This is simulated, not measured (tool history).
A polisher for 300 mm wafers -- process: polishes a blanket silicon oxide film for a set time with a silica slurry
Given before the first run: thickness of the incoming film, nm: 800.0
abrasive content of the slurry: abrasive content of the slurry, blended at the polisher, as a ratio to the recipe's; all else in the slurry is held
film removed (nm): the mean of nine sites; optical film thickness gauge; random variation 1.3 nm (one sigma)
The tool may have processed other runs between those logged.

run  hour  flow of slurry (ml/min)  pressure of the wafer on the pad (kPa)  speed of the pad under the wafer (m/s)  abrasive content of the slurry  polishing time (s)  film removed (nm)
  1   0.0                      240                                    35.2                                    1.24                             1.0                  53             223.88
  2   1.1                      240                                    35.2                                    1.24                             1.0                  53             221.58
  3   2.9                      240                                    35.2                                    1.24                             1.0                  53             225.04
  4   6.7                      240                                    35.2                                    0.98                             1.0                  53             195.89
  5  14.6                      240                                    35.2                                    1.28                             1.0                  53             225.55
  6  22.1                      240                                    35.2                                    1.28                             1.1                  53             238.86
  7  27.7                      240                                    31.7                                    1.20                             1.1                  53             205.66
  8  29.2                      240                                    31.7                                    1.20                             1.1                  53             203.98
  9  34.9                      240                                    31.7                                    1.20                             1.1                  53             208.53
 10  42.3                      240                                    28.3                                    1.12                             1.1                  53             174.64
 11  48.8                      240                                    25.5                                    1.10                             1.1                  53             155.96
 12  52.4                      240                                    23.4                                    1.10                             1.1                  53             143.95
 13  59.9                      240                                    22.1                                    1.10                             1.1                  53             138.09
 14  62.8                      240                                    20.7                                    1.10                             1.1                  53             126.55

Run 15, settings as shown, results not yet in. Your forecast:
 15  68.6                      240                                    20.0                                    1.10                             1.1                  53                  ?

Run 15 measured film removed (nm) 123.24.

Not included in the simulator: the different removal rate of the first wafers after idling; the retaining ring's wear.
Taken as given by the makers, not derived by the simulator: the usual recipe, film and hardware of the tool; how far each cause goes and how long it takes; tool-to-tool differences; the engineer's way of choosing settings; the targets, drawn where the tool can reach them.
